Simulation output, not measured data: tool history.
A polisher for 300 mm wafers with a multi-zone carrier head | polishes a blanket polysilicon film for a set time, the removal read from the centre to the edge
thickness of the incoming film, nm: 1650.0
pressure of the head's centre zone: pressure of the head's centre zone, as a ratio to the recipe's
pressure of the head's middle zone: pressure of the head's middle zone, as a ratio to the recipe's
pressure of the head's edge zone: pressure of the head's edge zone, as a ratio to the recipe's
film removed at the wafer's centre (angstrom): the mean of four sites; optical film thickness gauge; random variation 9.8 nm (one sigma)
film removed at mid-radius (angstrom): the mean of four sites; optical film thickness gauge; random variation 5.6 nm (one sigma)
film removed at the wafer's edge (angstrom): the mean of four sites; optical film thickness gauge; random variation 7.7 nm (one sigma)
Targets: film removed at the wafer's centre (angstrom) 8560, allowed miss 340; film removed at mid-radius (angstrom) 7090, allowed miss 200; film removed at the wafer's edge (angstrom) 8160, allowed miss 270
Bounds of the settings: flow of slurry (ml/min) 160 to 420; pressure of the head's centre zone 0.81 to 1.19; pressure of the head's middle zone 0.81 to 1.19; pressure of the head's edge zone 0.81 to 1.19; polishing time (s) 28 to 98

run,hour,flow of slurry (ml/min),pressure of the head's centre zone,pressure of the head's middle zone,pressure of the head's edge zone,polishing time (s),film removed at the wafer's centre (angstrom),film removed at mid-radius (angstrom),film removed at the wafer's edge (angstrom)
1,0,270,1,1,1,63,5789.8,5794.9,5911.4
2,8.1,245,1,1,1,63,5780.7,5798.2,5981.5
3,14.6,275,1,1,1,63,5909.2,5943.7,5956.4
4,19.4,265,1.03,0.99,1.02,66,6182.9,6029.2,6474.3
5,21.8,280,1.06,0.99,1.01,68,6594.8,6253.4,6512.8
6,29.9,285,1.09,0.98,1.02,70,6978,6284.6,6775.4
7,33.3,290,1.11,0.98,1.04,72,7412.5,6627.6,6980.4
8,42,285,1.12,0.97,1.05,73,7659.8,6679.7,7186.3
9,49.5,280,1.12,0.96,1.07,74,7741.1,6680,7304.1
10,56.4,280,1.12,0.95,1.08,75,7831.3,6767,7597.5
11,65.4,280,1.13,0.95,1.1,75,7816.3,6737.9,7677.5
# hour 69.1: edge zone pressure recalibrated
12,69.1,330,1.19,0.97,1.15,77,8692.9,7026.2,7615.9
13,70.5,325,1.18,0.97,1.15,77,8589.6,7083.2,7586.5
14,76.3,320,1.18,0.96,1.15,77,8587.1,7053,7520.8

5 next moves are on the table. One of them brings every result within its allowed miss. Which?
A,82.1,420,1.19,1.08,1.06,73,?,?,?
B,82.1,325,1.19,0.93,1.08,77,?,?,?
C,82.1,340,1.19,1.01,1.08,75,?,?,?
D,82.1,310,1.11,0.88,1.16,82,?,?,?
E,82.1,385,1.16,0.9,1.17,82,?,?,?

move,film removed at the wafer's centre (angstrom),film removed at mid-radius (angstrom),film removed at the wafer's edge (angstrom)
A,8351,7419.7,6981.9
B,8609.4,6957.3,7329.8
C,8425.3,7174.7,7155
D,8506.1,7127.9,8073.3
E,9070.8,7358.5,8221.8
A: further off than the last run
B: further off than the last run
C: further off than the last run
D: meets every target
E: brings the result that was furthest off to its target, and leaves another outside
Answer: D

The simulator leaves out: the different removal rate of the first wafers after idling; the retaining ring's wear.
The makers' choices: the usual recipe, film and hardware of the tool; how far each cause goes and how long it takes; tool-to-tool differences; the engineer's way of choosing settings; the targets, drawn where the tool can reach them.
